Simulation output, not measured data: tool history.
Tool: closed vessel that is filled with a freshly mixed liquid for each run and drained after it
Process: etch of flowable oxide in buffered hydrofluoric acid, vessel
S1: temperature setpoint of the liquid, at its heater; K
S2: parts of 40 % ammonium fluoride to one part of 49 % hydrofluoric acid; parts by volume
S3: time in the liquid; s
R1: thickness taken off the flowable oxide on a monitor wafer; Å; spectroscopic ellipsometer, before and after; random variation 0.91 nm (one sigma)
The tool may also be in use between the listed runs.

run	hour	S1	S2	S3	R1
1	0	296.15	11.5	35	1235.4
2	4.8	295.15	11.5	35	1140.9
3	10.4	295.15	11.5	35	1153.6
4	12.8	295.15	11.5	35	1156.4
5	16.6	295.15	11.5	35	1149.4
6	21.8	295.15	11.5	35	1153.3
7	26.1	294.65	11.5	35	1109.5
8	31.2	294.15	11.5	35	1095.8
9	32.3	293.65	11.5	35	1075.2

Run 10 comes next. What will it give?
10	33.3	293.15	11.5	35	?

{"run 10": {"R1": 1036.8}}
